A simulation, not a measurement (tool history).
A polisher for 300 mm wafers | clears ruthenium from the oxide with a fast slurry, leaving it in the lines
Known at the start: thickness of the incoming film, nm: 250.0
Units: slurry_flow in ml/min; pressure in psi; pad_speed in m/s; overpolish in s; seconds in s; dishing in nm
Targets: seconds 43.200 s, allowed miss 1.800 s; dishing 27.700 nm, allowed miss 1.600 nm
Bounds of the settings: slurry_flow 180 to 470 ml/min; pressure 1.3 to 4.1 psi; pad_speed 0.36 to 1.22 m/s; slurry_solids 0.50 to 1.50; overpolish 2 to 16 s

Run 1, day 0.000: slurry_flow 300 ml/min, pressure 2.7 psi, pad_speed 0.78 m/s, slurry_solids 1.00, overpolish 8 s. Result: seconds 72.436 s, dishing 17.981 nm.
Run 2, day 0.342: slurry_flow 300 ml/min, pressure 2.7 psi, pad_speed 0.78 m/s, slurry_solids 1.15, overpolish 8 s. Result: seconds 68.898 s, dishing 18.998 nm.
Run 3, day 0.596: slurry_flow 245 ml/min, pressure 2.7 psi, pad_speed 0.78 m/s, slurry_solids 1.15, overpolish 8 s. Result: seconds 69.450 s, dishing 18.379 nm.
Run 4, day 0.862: slurry_flow 245 ml/min, pressure 3.0 psi, pad_speed 0.78 m/s, slurry_solids 1.15, overpolish 8 s. Result: seconds 65.456 s, dishing 19.620 nm.
Run 5, day 1.038: slurry_flow 245 ml/min, pressure 2.4 psi, pad_speed 0.78 m/s, slurry_solids 1.15, overpolish 8 s. Result: seconds 77.017 s, dishing 16.904 nm.
Run 6, day 1.246: slurry_flow 300 ml/min, pressure 2.4 psi, pad_speed 0.78 m/s, slurry_solids 1.15, overpolish 8 s. Result: seconds 75.921 s, dishing 18.086 nm.
Run 7, day 1.279: slurry_flow 305 ml/min, pressure 2.8 psi, pad_speed 0.78 m/s, slurry_solids 1.15, overpolish 8 s. Result: seconds 67.761 s, dishing 19.263 nm.
Run 8, day 1.354: slurry_flow 305 ml/min, pressure 3.1 psi, pad_speed 0.80 m/s, slurry_solids 1.15, overpolish 8 s. Result: seconds 60.895 s, dishing 20.271 nm.
Run 9, day 1.554: slurry_flow 305 ml/min, pressure 3.3 psi, pad_speed 0.82 m/s, slurry_solids 1.15, overpolish 8 s. Result: seconds 56.923 s, dishing 21.515 nm.
Run 10, day 1.804: slurry_flow 305 ml/min, pressure 3.5 psi, pad_speed 0.84 m/s, slurry_solids 1.15, overpolish 8 s. Result: seconds 52.568 s, dishing 22.235 nm.
Run 11, day 2.079: slurry_flow 305 ml/min, pressure 3.6 psi, pad_speed 0.84 m/s, slurry_solids 1.15, overpolish 8 s. Result: seconds 51.189 s, dishing 23.178 nm.
Run 12, day 2.338: slurry_flow 305 ml/min, pressure 3.7 psi, pad_speed 0.84 m/s, slurry_solids 1.15, overpolish 8 s. Result: seconds 49.905 s, dishing 22.755 nm.

Which of these 4 next moves meets every target?
Run A, day 2.596: slurry_flow 315 ml/min, pressure 2.5 psi, pad_speed 0.88 m/s, slurry_solids 1.25, overpolish 15 s. Result: seconds ?, dishing ?.
Run B, day 2.596: slurry_flow 345 ml/min, pressure 3.4 psi, pad_speed 0.90 m/s, slurry_solids 1.20, overpolish 12 s. Result: seconds ?, dishing ?.
Run C, day 2.596: slurry_flow 345 ml/min, pressure 4.0 psi, pad_speed 0.90 m/s, slurry_solids 1.10, overpolish 10 s. Result: seconds ?, dishing ?.
Run D, day 2.596: slurry_flow 310 ml/min, pressure 3.4 psi, pad_speed 0.78 m/s, slurry_solids 1.00, overpolish 7 s. Result: seconds ?, dishing ?.

move  seconds  dishing
   A   64.130   27.517
   B   49.200   28.011
   C   44.106   27.143
   D   60.028   18.623
A: further off than the last run
B: nearer than the last run, and not there yet
C: meets every target
D: further off than the last run
Move C is the one to make.
